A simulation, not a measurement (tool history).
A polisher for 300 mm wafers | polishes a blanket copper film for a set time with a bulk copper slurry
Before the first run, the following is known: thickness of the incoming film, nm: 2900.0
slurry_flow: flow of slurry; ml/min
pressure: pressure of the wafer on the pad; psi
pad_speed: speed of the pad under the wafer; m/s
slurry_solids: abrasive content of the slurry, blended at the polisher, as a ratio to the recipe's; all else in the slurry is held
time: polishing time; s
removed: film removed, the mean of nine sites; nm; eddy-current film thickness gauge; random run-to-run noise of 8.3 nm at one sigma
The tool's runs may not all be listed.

run	day	slurry_flow	pressure	pad_speed	slurry_solids	time	removed
1	0	200	2.2	1.34	1	114	1207.1
2	0.167	200	1.9	1.34	1	114	1068.8
3	0.367	200	1.6	1.34	1	114	868.72
4	0.667	200	1.6	1.48	1	114	983.4
5	0.738	200	1.4	1.48	1	114	864.02
6	0.967	200	1.9	1.48	1	114	1133

What does the tool deliver on the next run?
# day 1.033: slurry blender recalibrated
7	1.033	200	1.7	1.48	1	114	?

Run 7 yielded removed 1090.2 nm.

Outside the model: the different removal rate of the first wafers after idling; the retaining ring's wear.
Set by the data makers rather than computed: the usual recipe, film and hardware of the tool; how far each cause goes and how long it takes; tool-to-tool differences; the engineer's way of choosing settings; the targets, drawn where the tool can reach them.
